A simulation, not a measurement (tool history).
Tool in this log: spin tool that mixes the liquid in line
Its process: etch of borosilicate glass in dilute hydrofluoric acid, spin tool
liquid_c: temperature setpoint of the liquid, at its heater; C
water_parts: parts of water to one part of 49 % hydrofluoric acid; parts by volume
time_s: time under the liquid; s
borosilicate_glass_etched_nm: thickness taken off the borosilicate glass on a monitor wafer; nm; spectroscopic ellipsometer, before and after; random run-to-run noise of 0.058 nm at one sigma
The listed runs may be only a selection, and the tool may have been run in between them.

{"run": 1, "hour": 0.0, "liquid_c": 20, "water_parts": 245, "time_s": 300, "borosilicate_glass_etched_nm": 21.678}
{"run": 2, "hour": 1.8, "liquid_c": 20, "water_parts": 245, "time_s": 320, "borosilicate_glass_etched_nm": 23.084}
{"run": 3, "hour": 9.2, "liquid_c": 20, "water_parts": 245, "time_s": 300, "borosilicate_glass_etched_nm": 21.624}
{"run": 4, "hour": 12.9, "liquid_c": 20, "water_parts": 180, "time_s": 300, "borosilicate_glass_etched_nm": 31.508}
{"run": 5, "hour": 15.1, "liquid_c": 19.5, "water_parts": 195, "time_s": 300, "borosilicate_glass_etched_nm": 28.058}
{"run": 6, "hour": 22.6, "liquid_c": 19.5, "water_parts": 110, "time_s": 300, "borosilicate_glass_etched_nm": 54.616}
{"run": 7, "hour": 30.9, "liquid_c": 19, "water_parts": 135, "time_s": 300, "borosilicate_glass_etched_nm": 42.524}
{"run": 8, "hour": 35.8, "liquid_c": 17, "water_parts": 230, "time_s": 300, "borosilicate_glass_etched_nm": 20.672}
{"run": 9, "hour": 36.3, "liquid_c": 17, "water_parts": 235, "time_s": 300, "borosilicate_glass_etched_nm": 20.222}

Run 10 is up next; what results do you expect?
{"run": 10, "hour": 41.4, "liquid_c": 17, "water_parts": 240, "time_s": 300, "borosilicate_glass_etched_nm": "?"}

Run 10 produced borosilicate_glass_etched_nm 19.741 nm.
